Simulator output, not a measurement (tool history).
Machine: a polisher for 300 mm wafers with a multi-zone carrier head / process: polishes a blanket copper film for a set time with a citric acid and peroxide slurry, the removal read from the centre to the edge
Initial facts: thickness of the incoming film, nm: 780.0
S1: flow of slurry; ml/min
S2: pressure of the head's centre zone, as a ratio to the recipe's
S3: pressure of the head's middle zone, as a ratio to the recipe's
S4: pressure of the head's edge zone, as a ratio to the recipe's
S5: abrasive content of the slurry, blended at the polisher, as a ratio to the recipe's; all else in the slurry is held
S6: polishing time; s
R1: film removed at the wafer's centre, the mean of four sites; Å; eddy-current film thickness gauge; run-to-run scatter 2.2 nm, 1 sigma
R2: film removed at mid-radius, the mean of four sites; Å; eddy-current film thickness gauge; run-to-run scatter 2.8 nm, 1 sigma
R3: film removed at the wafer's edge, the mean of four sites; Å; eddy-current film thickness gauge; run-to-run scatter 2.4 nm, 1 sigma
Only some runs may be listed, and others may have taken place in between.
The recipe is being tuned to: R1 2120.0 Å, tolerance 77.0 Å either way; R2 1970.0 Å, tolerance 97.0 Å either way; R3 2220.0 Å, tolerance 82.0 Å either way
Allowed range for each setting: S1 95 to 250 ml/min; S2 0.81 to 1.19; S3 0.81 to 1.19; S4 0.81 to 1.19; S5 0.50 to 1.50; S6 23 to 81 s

run	hour	S1	S2	S3	S4	S5	S6	R1	R2	R3
1	0.0	160	1.00	1.00	1.00	1.00	52	1538.4	1521.5	1570.1
2	3.1	160	1.00	1.00	1.05	1.00	52	1556.8	1513.3	1577.9
3	9.0	160	1.08	1.00	1.05	1.00	52	1669.7	1527.9	1587.2
4	17.0	130	1.08	1.00	1.05	1.00	52	1598.7	1455.6	1558.0
5	23.2	130	1.06	0.99	1.07	1.15	55	1762.0	1630.4	1686.3
6	23.8	130	1.06	0.99	1.07	1.15	60	1872.8	1713.6	1863.8
7	26.2	140	1.05	0.98	1.09	1.20	62	1944.3	1772.7	2002.7
8	27.0	150	1.05	0.99	1.11	1.25	62	2038.4	1927.6	2032.2
9	27.6	150	1.04	0.98	1.12	1.25	63	2042.4	1911.7	2091.1
10	33.3	155	1.04	0.97	1.13	1.25	63	2050.5	1894.3	2081.0

Of the 4 settings listed for the next run, only one would bring every result within its allowed miss of target. Which one?
A	39.0	150	1.01	0.96	1.11	0.95	72	?	?	?
B	39.0	105	0.97	0.83	1.07	1.05	76	?	?	?
C	39.0	180	1.11	1.04	1.14	1.45	57	?	?	?
D	39.0	170	1.09	0.97	1.11	1.25	60	?	?	?

move	R1	R2	R3
A	2063.9	1977.6	2217.9
B	1989.3	1778.8	2256.5
C	2079.5	1929.3	2033.3
D	2045.5	1825.5	2019.1
A: all results land within tolerance of their targets
B: corrects the largest miss of the last run, while another result sits out of spec
C: lands further from the targets than the last run did
D: lands further from the targets than the last run did
Move A is the one to make.
